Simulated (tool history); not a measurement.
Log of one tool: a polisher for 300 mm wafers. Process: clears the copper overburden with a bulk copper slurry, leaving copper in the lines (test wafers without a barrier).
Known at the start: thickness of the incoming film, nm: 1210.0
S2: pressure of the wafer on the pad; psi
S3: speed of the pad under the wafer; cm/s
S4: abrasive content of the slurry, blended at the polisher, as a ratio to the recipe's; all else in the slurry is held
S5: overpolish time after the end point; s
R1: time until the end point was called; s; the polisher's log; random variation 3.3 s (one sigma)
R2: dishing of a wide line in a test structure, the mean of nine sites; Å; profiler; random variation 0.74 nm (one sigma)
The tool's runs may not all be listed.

Run 1, day 0: flow of slurry (ml/min) 230, S2 2.3 psi, S3 130 cm/s, S4 1, S5 25 s. Result: R1 126.08 s, R2 885.55 Å.
Run 2, day 0.25: flow of slurry (ml/min) 280, S2 2.3 psi, S3 130 cm/s, S4 1, S5 25 s. Result: R1 119.35 s, R2 907.06 Å.
Run 3, day 0.338: flow of slurry (ml/min) 280, S2 2.3 psi, S3 130 cm/s, S4 1.1, S5 25 s. Result: R1 116.17 s, R2 906.49 Å.
Run 4, day 0.696: flow of slurry (ml/min) 225, S2 2.3 psi, S3 130 cm/s, S4 1.1, S5 25 s. Result: R1 119.08 s, R2 912.21 Å.
Run 5, day 1.029: flow of slurry (ml/min) 225, S2 2.1 psi, S3 126 cm/s, S4 1.1, S5 27 s. Result: R1 135.33 s, R2 871.67 Å.
Run 6, day 1.092: flow of slurry (ml/min) 225, S2 1.9 psi, S3 124 cm/s, S4 1.1, S5 29 s. Result: R1 151.06 s, R2 817.17 Å.
Run 7, day 1.2: flow of slurry (ml/min) 225, S2 1.8 psi, S3 122 cm/s, S4 1.1, S5 32 s. Result: R1 162.85 s, R2 809 Å.
Run 8, day 1.375: flow of slurry (ml/min) 225, S2 1.7 psi, S3 120 cm/s, S4 1.1, S5 34 s. Result: R1 168.49 s, R2 801.87 Å.
Run 9, day 1.408: flow of slurry (ml/min) 225, S2 1.6 psi, S3 118 cm/s, S4 1.1, S5 36 s. Result: R1 184.12 s, R2 792.75 Å.
Run 10, day 1.758: flow of slurry (ml/min) 225, S2 1 psi, S3 112 cm/s, S4 1.1, S5 43 s. Result: R1 291.28 s, R2 614.8 Å.
Run 11, day 2.054: flow of slurry (ml/min) 225, S2 1.1 psi, S3 112 cm/s, S4 1.1, S5 44 s. Result: R1 273.44 s, R2 674.79 Å.
Run 12, day 2.346: flow of slurry (ml/min) 225, S2 1.2 psi, S3 112 cm/s, S4 1.1, S5 44 s. Result: R1 251.65 s, R2 691.32 Å.

The next listed run, before its measurement:
Run 13, day 2.538: flow of slurry (ml/min) 225, S2 1.2 psi, S3 112 cm/s, S4 1.1, S5 45 s. Result: R1 ?, R2 ?.

Run 13 gave R1 248.48 s, R2 701.33 Å.
